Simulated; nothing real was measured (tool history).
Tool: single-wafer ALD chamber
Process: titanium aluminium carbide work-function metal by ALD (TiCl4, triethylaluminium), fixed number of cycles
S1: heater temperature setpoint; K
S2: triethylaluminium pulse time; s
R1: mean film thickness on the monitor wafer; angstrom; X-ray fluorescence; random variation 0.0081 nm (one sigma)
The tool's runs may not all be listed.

run 1 hour=0.0 | S1=593.15 S2=10.30 | R1=22.112
run 2 hour=4.3 | S1=590.15 S2=9.53 | R1=21.644
run 3 hour=11.1 | S1=594.15 S2=9.53 | R1=21.977
run 4 hour=16.5 | S1=601.15 S2=9.53 | R1=22.846
run 5 hour=22.2 | S1=601.15 S2=10.79 | R1=23.279
run 6 hour=29.0 | S1=601.15 S2=9.42 | R1=22.947
run 7 hour=34.5 | S1=597.15 S2=8.75 | R1=22.163
run 8 hour=36.4 | S1=585.15 S2=5.45 | R1=19.236
run 9 hour=39.8 | S1=584.15 S2=5.40 | R1=19.350
run 10 hour=45.6 | S1=583.15 S2=5.33 | R1=19.068
run 11 hour=51.1 | S1=582.15 S2=5.28 | R1=18.786
run 12 hour=56.9 | S1=581.15 S2=5.25 | R1=18.946
run 13 hour=61.0 | S1=580.15 S2=5.19 | R1=18.716
run 14 hour=68.8 | S1=579.15 S2=5.15 | R1=18.547
run 15 hour=71.7 | S1=578.15 S2=5.12 | R1=18.407
run 16 hour=72.6 | S1=572.15 S2=4.55 | R1=17.492
run 17 hour=79.5 | S1=572.15 S2=4.57 | R1=17.324
run 18 hour=84.0 | S1=572.15 S2=4.59 | R1=17.461
run 19 hour=89.6 | S1=572.15 S2=4.61 | R1=17.370
run 20 hour=92.6 | S1=572.15 S2=4.63 | R1=17.386
run 21 hour=97.0 | S1=572.15 S2=4.65 | R1=17.539
run 22 hour=100.6 | S1=572.15 S2=4.66 | R1=17.547
run 23 hour=102.4 | S1=572.15 S2=4.67 | R1=17.369
run 24 hour=104.6 | S1=579.15 S2=5.35 | R1=18.650
run 25 hour=112.6 | S1=579.15 S2=5.35 | R1=18.659

Forecast run 26:
run 26 hour=118.0 | S1=578.15 S2=5.32 | R1=?

R1: 18.641 angstrom
